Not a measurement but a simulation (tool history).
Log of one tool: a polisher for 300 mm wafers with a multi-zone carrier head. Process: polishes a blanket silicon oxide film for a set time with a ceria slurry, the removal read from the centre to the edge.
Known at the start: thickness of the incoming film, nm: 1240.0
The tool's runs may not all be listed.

run	hour	flow of slurry (ml/min)	pressure of the head's centre zone	pressure of the head's middle zone	pressure of the head's edge zone	polishing time (s)	film removed at the wafer's centre (nm)	film removed at mid-radius (nm)	film removed at the wafer's edge (nm)
1	0.0	165	1.00	1.00	1.00	62	364.78	360.58	358.41
2	6.4	165	1.00	1.00	1.05	62	370.40	362.60	365.06
3	9.4	180	1.01	1.00	1.09	65	395.59	391.46	396.38
4	11.2	180	1.01	1.00	1.05	65	393.50	389.02	383.80
5	16.1	180	0.96	1.00	1.05	65	381.59	389.45	386.14
6	16.9	190	1.00	0.99	1.08	67	415.63	402.47	409.78

The next listed run, before its measurement:
7	19.2	205	1.01	0.99	1.11	68	?	?	?

Run 7 gave film removed at the wafer's centre (nm) 428.53, film removed at mid-radius (nm) 411.60, film removed at the wafer's edge (nm) 420.34.
